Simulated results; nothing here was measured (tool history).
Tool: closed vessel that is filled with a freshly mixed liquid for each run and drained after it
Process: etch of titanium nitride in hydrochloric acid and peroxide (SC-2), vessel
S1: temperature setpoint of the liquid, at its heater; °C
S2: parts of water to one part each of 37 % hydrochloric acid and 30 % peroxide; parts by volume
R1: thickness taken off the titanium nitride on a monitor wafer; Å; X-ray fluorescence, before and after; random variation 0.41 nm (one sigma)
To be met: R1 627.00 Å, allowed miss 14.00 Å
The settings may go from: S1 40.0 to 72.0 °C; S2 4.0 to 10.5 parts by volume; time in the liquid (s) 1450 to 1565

{"run": 1, "hour": 0.0, "S1": 56.0, "S2": 5.5, "time in the liquid (s)": 1450, "R1": 519.58}
{"run": 2, "hour": 3.4, "S1": 56.5, "S2": 5.5, "time in the liquid (s)": 1450, "R1": 530.53}
{"run": 3, "hour": 8.9, "S1": 56.5, "S2": 5.5, "time in the liquid (s)": 1450, "R1": 535.29}
{"run": 4, "hour": 12.2, "S1": 56.5, "S2": 7.0, "time in the liquid (s)": 1450, "R1": 442.57}
{"run": 5, "hour": 18.5, "S1": 56.5, "S2": 9.0, "time in the liquid (s)": 1450, "R1": 365.05}
{"run": 6, "hour": 26.3, "S1": 61.5, "S2": 9.0, "time in the liquid (s)": 1450, "R1": 501.94}
{"run": 7, "hour": 26.8, "S1": 62.0, "S2": 9.0, "time in the liquid (s)": 1450, "R1": 515.97}
{"run": 8, "hour": 32.6, "S1": 62.5, "S2": 9.0, "time in the liquid (s)": 1450, "R1": 536.24}
{"run": 9, "hour": 39.7, "S1": 63.0, "S2": 9.0, "time in the liquid (s)": 1450, "R1": 554.51}
{"run": 10, "hour": 47.8, "S1": 63.5, "S2": 9.0, "time in the liquid (s)": 1450, "R1": 562.0}
{"hour": 49.4, "done": "thermometer replaced"}
{"run": 11, "hour": 49.4, "S1": 64.0, "S2": 9.0, "time in the liquid (s)": 1450, "R1": 529.27}
{"run": 12, "hour": 55.3, "S1": 64.5, "S2": 9.0, "time in the liquid (s)": 1450, "R1": 544.26}
{"run": 13, "hour": 58.5, "S1": 65.0, "S2": 9.0, "time in the liquid (s)": 1450, "R1": 565.86}
{"run": 14, "hour": 66.0, "S1": 65.5, "S2": 9.0, "time in the liquid (s)": 1450, "R1": 581.38}
{"run": 15, "hour": 68.8, "S1": 66.0, "S2": 9.0, "time in the liquid (s)": 1450, "R1": 594.08}

Which of these 5 next moves meets every target?
{"run": "A", "hour": 71.6, "S1": 62.5, "S2": 8.0, "time in the liquid (s)": 1565, "R1": "?"}
{"run": "B", "hour": 71.6, "S1": 63.5, "S2": 8.5, "time in the liquid (s)": 1520, "R1": "?"}
{"run": "C", "hour": 71.6, "S1": 64.5, "S2": 9.0, "time in the liquid (s)": 1500, "R1": "?"}
{"run": "D", "hour": 71.6, "S1": 67.5, "S2": 10.5, "time in the liquid (s)": 1565, "R1": "?"}
{"run": "E", "hour": 71.6, "S1": 65.5, "S2": 9.0, "time in the liquid (s)": 1450, "R1": "?"}

move=A R1=575.06
move=B R1=565.74
move=C R1=566.58
move=D R1=623.79
move=E R1=582.08
A: further off than the last run
B: further off than the last run
C: further off than the last run
D: meets every target
E: further off than the last run
Move D is the one to make.
